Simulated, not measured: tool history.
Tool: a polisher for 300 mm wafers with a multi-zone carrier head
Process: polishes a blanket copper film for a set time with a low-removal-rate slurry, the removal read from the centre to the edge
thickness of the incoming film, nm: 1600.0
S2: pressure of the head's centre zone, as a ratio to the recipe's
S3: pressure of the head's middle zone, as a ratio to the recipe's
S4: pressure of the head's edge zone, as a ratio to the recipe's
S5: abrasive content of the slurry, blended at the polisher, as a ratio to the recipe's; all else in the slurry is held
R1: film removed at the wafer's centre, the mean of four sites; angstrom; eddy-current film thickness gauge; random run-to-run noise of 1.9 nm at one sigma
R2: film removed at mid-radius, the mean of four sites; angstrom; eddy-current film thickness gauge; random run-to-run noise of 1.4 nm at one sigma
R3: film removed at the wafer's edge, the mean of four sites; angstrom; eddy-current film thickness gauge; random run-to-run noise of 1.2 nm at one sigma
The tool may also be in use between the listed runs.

Run 1, day 0: flow of slurry (ml/min) 265, S2 1, S3 1, S4 1, S5 1, polishing time (s) 50. Result: R1 1109.2 angstrom, R2 1066.4 angstrom, R3 1091.5 angstrom.
Run 2, day 0.158: flow of slurry (ml/min) 265, S2 1, S3 1, S4 1, S5 1, polishing time (s) 54. Result: R1 1197.5 angstrom, R2 1148.2 angstrom, R3 1162 angstrom.
Run 3, day 0.362: flow of slurry (ml/min) 270, S2 1.01, S3 1.01, S4 1.01, S5 1.05, polishing time (s) 54. Result: R1 1185.6 angstrom, R2 1170.3 angstrom, R3 1192.6 angstrom.
Run 4, day 0.392: flow of slurry (ml/min) 270, S2 1.01, S3 0.97, S4 1.01, S5 1.05, polishing time (s) 54. Result: R1 1194.5 angstrom, R2 1110.5 angstrom, R3 1187 angstrom.
Run 5, day 0.425: flow of slurry (ml/min) 215, S2 1.01, S3 0.97, S4 1.01, S5 1.05, polishing time (s) 54. Result: R1 1205.5 angstrom, R2 1084.7 angstrom, R3 1161.8 angstrom.
Run 6, day 0.742: flow of slurry (ml/min) 215, S2 1.01, S3 0.97, S4 1.01, S5 1.05, polishing time (s) 66. Result: R1 1462.6 angstrom, R2 1327.3 angstrom, R3 1432.9 angstrom.

Run 7 comes next. What will it give?
Run 7, day 0.783: flow of slurry (ml/min) 215, S2 1, S3 0.97, S4 0.99, S5 1, polishing time (s) 66. Result: R1 ?, R2 ?, R3 ?.

Run 7 produced R1 1436.4 angstrom, R2 1317.7 angstrom, R3 1384 angstrom.
